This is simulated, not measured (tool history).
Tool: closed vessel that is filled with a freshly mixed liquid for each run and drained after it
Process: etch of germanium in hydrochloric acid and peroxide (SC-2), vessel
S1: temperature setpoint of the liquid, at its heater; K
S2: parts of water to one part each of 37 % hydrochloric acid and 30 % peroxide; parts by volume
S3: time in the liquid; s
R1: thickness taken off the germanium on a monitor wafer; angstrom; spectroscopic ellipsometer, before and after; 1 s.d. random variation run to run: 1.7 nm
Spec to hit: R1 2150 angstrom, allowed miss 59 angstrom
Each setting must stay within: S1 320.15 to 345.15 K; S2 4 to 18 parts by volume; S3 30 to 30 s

{"run": 1, "hour": 0.0, "S1": 336.15, "S2": 10, "S3": 30, "R1": 1634.3}
{"run": 2, "hour": 4.7, "S1": 331.65, "S2": 10, "S3": 30, "R1": 1434.4}
{"run": 3, "hour": 9.4, "S1": 331.65, "S2": 13.5, "S3": 30, "R1": 1391.7}
{"run": 4, "hour": 11.9, "S1": 331.65, "S2": 13.5, "S3": 30, "R1": 1358.8}
{"run": 5, "hour": 14.9, "S1": 335.65, "S2": 12, "S3": 30, "R1": 1566.6}
{"run": 6, "hour": 17.6, "S1": 338.65, "S2": 11, "S3": 30, "R1": 1713.8}
{"run": 7, "hour": 18.2, "S1": 340.65, "S2": 10, "S3": 30, "R1": 1825.7}
{"run": 8, "hour": 19.2, "S1": 342.15, "S2": 9, "S3": 30, "R1": 1957.2}
{"run": 9, "hour": 25.5, "S1": 343.15, "S2": 9, "S3": 30, "R1": 1985.6}
{"run": 10, "hour": 30.9, "S1": 343.65, "S2": 8.5, "S3": 30, "R1": 2062.5}
{"run": 11, "hour": 35.9, "S1": 344.15, "S2": 8.5, "S3": 30, "R1": 2091.3}

Which of these 4 next moves meets every target?
{"run": "A", "hour": 40.9, "S1": 343.15, "S2": 10.5, "S3": 30, "R1": "?"}
{"run": "B", "hour": 40.9, "S1": 345.15, "S2": 14, "S3": 30, "R1": "?"}
{"run": "C", "hour": 40.9, "S1": 343.15, "S2": 8.5, "S3": 30, "R1": "?"}
{"run": "D", "hour": 40.9, "S1": 345.15, "S2": 7, "S3": 30, "R1": "?"}

move=A R1=1996.2
move=B R1=2015.3
move=C R1=2045.3
move=D R1=2199.4
A: the biggest miss grows against the last run
B: the biggest miss grows against the last run
C: the biggest miss grows against the last run
D: every result lands within tolerance
Correct choice: D, which meets every target
